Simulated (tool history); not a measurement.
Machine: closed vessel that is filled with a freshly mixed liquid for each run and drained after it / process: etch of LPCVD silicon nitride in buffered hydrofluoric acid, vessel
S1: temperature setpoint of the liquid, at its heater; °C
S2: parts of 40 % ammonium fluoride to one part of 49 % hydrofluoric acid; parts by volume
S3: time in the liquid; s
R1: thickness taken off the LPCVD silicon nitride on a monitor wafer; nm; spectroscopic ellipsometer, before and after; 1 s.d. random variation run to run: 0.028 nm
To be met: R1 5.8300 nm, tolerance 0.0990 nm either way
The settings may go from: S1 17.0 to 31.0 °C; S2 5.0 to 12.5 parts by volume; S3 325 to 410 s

run 1 hour=0.0 | S1=23.0 S2=7.5 S3=410 | R1=7.3760
run 2 hour=2.6 | S1=22.5 S2=7.5 S3=410 | R1=7.1938
run 3 hour=8.6 | S1=25.0 S2=7.5 S3=410 | R1=8.3335
run 4 hour=15.5 | S1=24.5 S2=7.5 S3=410 | R1=8.0193
run 5 hour=21.3 | S1=24.0 S2=7.5 S3=410 | R1=7.7629
run 6 hour=29.5 | S1=21.5 S2=7.5 S3=410 | R1=6.7675
run 7 hour=32.4 | S1=21.0 S2=7.5 S3=410 | R1=6.5863
run 8 hour=36.4 | S1=19.5 S2=7.5 S3=410 | R1=6.1211

4 next moves are on the table. One of them brings every result within its allowed miss. Which?
run A hour=40.4 | S1=26.0 S2=9.0 S3=335 | R1=?
run B hour=40.4 | S1=20.0 S2=6.0 S3=325 | R1=?
run C hour=40.4 | S1=21.0 S2=7.5 S3=345 | R1=?
run D hour=40.4 | S1=18.0 S2=7.0 S3=385 | R1=?

move=A R1=5.8257
move=B R1=6.1024
move=C R1=5.5618
move=D R1=5.6508
A: all results in spec
B: nearer than the last run, and not there yet
C: pushes the last run's worst result past its target
D: pushes the last run's worst result past its target
Correct choice: A, which meets every target

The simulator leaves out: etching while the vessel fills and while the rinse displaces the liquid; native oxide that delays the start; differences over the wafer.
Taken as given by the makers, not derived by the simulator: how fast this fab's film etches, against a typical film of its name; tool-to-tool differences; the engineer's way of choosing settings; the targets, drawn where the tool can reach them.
